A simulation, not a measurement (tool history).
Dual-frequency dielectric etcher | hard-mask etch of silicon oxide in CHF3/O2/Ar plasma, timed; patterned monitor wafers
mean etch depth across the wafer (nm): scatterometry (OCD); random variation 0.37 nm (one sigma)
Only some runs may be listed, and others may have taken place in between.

run	hour	source power (kW)	bias power (kW)	etch time (s)	mean etch depth across the wafer (nm)
1	0	0.84	0.211	25.5	60.653
2	6	0.81	0.208	25.5	59.949
3	6.5	0.81	0.208	25.5	59.188
4	14	0.91	0.208	25.5	62.253
5	16.3	0.91	0.17	25.5	56.751
6	23.7	0.91	0.195	25.5	59.877

Run 7 comes next. What will it give?
7	24.3	0.88	0.192	25.5	?

Run 7 measured mean etch depth across the wafer (nm) 59.864.

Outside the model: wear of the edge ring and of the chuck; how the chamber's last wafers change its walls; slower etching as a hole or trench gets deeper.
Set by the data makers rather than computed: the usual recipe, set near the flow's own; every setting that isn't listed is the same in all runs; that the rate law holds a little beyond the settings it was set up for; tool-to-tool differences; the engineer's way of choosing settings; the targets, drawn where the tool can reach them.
